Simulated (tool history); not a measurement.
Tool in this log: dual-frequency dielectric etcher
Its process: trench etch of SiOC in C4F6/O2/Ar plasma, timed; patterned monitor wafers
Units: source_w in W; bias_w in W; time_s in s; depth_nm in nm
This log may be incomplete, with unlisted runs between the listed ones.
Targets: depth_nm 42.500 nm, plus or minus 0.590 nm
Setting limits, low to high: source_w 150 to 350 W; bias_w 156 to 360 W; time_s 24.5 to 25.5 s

| run | day | source_w | bias_w | time_s | depth_nm |
|---|---|---|---|---|---|
| 1 | 0.000 | 250 | 258 | 24.5 | 47.539 |
| 2 | 0.050 | 270 | 258 | 24.5 | 48.873 |
| 3 | 0.108 | 270 | 258 | 24.5 | 49.081 |
| 4 | 0.350 | 240 | 258 | 24.5 | 46.985 |
| 5 | 0.588 | 270 | 258 | 24.5 | 48.838 |
| 6 | 0.642 | 270 | 258 | 25.5 | 50.953 |
| 7 | 1.004 | 260 | 254 | 25.5 | 49.880 |
| 8 | 1.200 | 250 | 253 | 25.5 | 49.410 |
| 9 | 1.446 | 240 | 251 | 25.5 | 48.405 |
| 10 | 1.517 | 230 | 250 | 25.5 | 47.629 |
| 11 | 1.867 | 230 | 250 | 25.5 | 47.593 |
| 12 | 2.100 | 220 | 249 | 25.5 | 46.929 |

Pick the move, out of 4, that brings all results within their allowed miss; only one does.
| A | 2.333 | 220 | 229 | 24.5 | ? |
| B | 2.333 | 230 | 195 | 25.0 | ? |
| C | 2.333 | 220 | 216 | 25.5 | ? |
| D | 2.333 | 210 | 241 | 25.0 | ? |

| move | depth_nm |
|---|---|
| A | 43.495 |
| B | 42.295 |
| C | 44.231 |
| D | 44.578 |
A: an improvement on the last run, though not all results are within tolerance
B: every result within its allowed miss
C: an improvement on the last run, though not all results are within tolerance
D: an improvement on the last run, though not all results are within tolerance
B meets every target.

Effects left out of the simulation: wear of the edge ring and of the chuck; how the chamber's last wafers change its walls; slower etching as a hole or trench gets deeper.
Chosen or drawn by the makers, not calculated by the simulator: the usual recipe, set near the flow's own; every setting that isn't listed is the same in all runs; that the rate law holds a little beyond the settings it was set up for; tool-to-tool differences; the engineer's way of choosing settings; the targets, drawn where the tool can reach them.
